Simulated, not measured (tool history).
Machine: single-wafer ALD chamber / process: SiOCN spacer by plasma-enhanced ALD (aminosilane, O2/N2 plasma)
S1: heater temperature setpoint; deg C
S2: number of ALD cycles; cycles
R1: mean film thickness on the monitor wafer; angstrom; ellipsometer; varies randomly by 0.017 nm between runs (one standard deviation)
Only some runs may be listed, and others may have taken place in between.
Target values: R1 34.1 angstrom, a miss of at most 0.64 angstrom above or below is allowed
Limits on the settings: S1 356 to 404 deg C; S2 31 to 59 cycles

| run | day | S1 | S2 | R1 |
|---|---|---|---|---|
| 1 | 0 | 380 | 45 | 27.526 |
| 2 | 0.104 | 384 | 45 | 27.412 |
| 3 | 0.421 | 384 | 42 | 25.713 |
| 4 | 0.667 | 380 | 42 | 25.327 |
| 5 | 0.783 | 381 | 46 | 28.119 |
| 6 | 0.95 | 381 | 42 | 25.694 |
| 7 | 1.204 | 381 | 46 | 28.048 |
| 8 | 1.504 | 381 | 49 | 29.771 |
| 9 | 1.708 | 381 | 51 | 31.018 |
| 10 | 1.779 | 381 | 53 | 32.29 |
| 11 | 1.908 | 381 | 54 | 33.039 |

Below are 4 possible settings for the next run. Only one of them brings all results inside the allowed miss of their targets. Which is it?
| A | 2.038 | 379 | 53 | ? |
| B | 2.038 | 397 | 53 | ? |
| C | 2.038 | 384 | 50 | ? |
| D | 2.038 | 368 | 56 | ? |

| move | R1 |
|---|---|
| A | 32.469 |
| B | 32.469 |
| C | 30.631 |
| D | 34.306 |
A: its largest miss is bigger than the last run's
B: its largest miss is bigger than the last run's
C: its largest miss is bigger than the last run's
D: all results in spec
Correct choice: D, which meets every target
